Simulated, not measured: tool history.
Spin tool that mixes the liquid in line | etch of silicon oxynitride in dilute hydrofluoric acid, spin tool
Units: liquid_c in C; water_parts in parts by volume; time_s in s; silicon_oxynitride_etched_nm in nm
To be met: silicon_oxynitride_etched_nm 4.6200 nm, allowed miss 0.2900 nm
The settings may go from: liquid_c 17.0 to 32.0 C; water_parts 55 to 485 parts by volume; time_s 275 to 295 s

run 1 hour=0.0 | liquid_c=24.0 water_parts=270 time_s=275 | silicon_oxynitride_etched_nm=2.4807
run 2 hour=5.9 | liquid_c=25.0 water_parts=255 time_s=275 | silicon_oxynitride_etched_nm=2.8205
run 3 hour=7.0 | liquid_c=21.5 water_parts=255 time_s=275 | silicon_oxynitride_etched_nm=2.3726
run 4 hour=12.3 | liquid_c=22.5 water_parts=245 time_s=275 | silicon_oxynitride_etched_nm=2.4652
run 5 hour=21.0 | liquid_c=24.0 water_parts=245 time_s=275 | silicon_oxynitride_etched_nm=2.7368
run 6 hour=29.5 | liquid_c=25.0 water_parts=235 time_s=275 | silicon_oxynitride_etched_nm=3.0192
run 7 hour=33.4 | liquid_c=26.0 water_parts=230 time_s=275 | silicon_oxynitride_etched_nm=3.2856
run 8 hour=40.4 | liquid_c=26.5 water_parts=225 time_s=275 | silicon_oxynitride_etched_nm=3.4736
run 9 hour=43.6 | liquid_c=27.0 water_parts=225 time_s=275 | silicon_oxynitride_etched_nm=3.4531
run 10 hour=49.2 | liquid_c=27.5 water_parts=220 time_s=275 | silicon_oxynitride_etched_nm=3.6520
run 11 hour=52.7 | liquid_c=27.5 water_parts=220 time_s=275 | silicon_oxynitride_etched_nm=3.5657

5 next moves are on the table. One of them brings every result within its allowed miss. Which?
run A hour=56.2 | liquid_c=25.5 water_parts=205 time_s=285 | silicon_oxynitride_etched_nm=?
run B hour=56.2 | liquid_c=25.5 water_parts=175 time_s=295 | silicon_oxynitride_etched_nm=?
run C hour=56.2 | liquid_c=26.5 water_parts=260 time_s=275 | silicon_oxynitride_etched_nm=?
run D hour=56.2 | liquid_c=28.0 water_parts=225 time_s=295 | silicon_oxynitride_etched_nm=?
run E hour=56.2 | liquid_c=28.0 water_parts=170 time_s=295 | silicon_oxynitride_etched_nm=?

move=A silicon_oxynitride_etched_nm=3.7319
move=B silicon_oxynitride_etched_nm=4.6342
move=C silicon_oxynitride_etched_nm=2.8406
move=D silicon_oxynitride_etched_nm=3.8562
move=E silicon_oxynitride_etched_nm=5.3485
A: nearer than the last run, and not there yet
B: meets every target
C: further off than the last run
D: nearer than the last run, and not there yet
E: takes the result that was furthest off past its target
Answer: B
